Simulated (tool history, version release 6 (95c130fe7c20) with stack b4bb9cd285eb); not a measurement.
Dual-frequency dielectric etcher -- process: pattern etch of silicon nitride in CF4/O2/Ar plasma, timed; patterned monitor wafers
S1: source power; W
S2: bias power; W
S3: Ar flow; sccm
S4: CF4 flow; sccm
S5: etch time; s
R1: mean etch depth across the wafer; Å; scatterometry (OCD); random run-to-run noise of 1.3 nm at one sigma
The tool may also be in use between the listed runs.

run,day,S1,S2,S3,S4,S5,R1
1,0,530,47,133,120,191.5,3687.5
2,0.254,480,46,133,120,191.5,3310.9
3,0.3,480,46,133,133,191.5,3349.5
4,0.358,480,46,133,152,191.5,3389.3
5,0.567,540,46,133,152,191.5,3806.1
6,0.762,490,46,133,152,191.5,3419.5

Run 7, settings as shown, results not yet in. Your forecast:
7,0.867,460,46,133,152,191.5,?

R1: 3218.4 Å
